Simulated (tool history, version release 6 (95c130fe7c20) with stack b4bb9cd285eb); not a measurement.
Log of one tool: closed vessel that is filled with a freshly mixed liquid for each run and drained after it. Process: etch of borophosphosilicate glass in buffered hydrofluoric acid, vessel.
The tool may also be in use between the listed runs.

| run | hour | temperature setpoint of the liquid (°C) | parts of 40 % ammonium fluoride to one part of 49 % hydrofluoric acid (parts by volume) | time in the liquid (s) | thickness taken off the borophosphosilicate glass on a monitor wafer (Å) |
|---|---|---|---|---|---|
| 1 | 0 | 23 | 12 | 95 | 2266.2 |
| 2 | 5.1 | 22.5 | 12 | 95 | 2231.6 |
| 3 | 9.3 | 22.5 | 12 | 95 | 2203.7 |
| 4 | 16.8 | 20 | 12 | 95 | 1925.5 |
| 5 | 21.7 | 20 | 12 | 100 | 2036.7 |
| 6 | 25.3 | 17 | 12 | 100 | 1720.6 |
| 7 | 27.2 | 17 | 12 | 100 | 1725.5 |

Run 8, settings as shown, results not yet in. Your forecast:
| 8 | 28.1 | 17.5 | 12 | 100 | ? |

Run 8 came out at thickness taken off the borophosphosilicate glass on a monitor wafer (Å) 1773.

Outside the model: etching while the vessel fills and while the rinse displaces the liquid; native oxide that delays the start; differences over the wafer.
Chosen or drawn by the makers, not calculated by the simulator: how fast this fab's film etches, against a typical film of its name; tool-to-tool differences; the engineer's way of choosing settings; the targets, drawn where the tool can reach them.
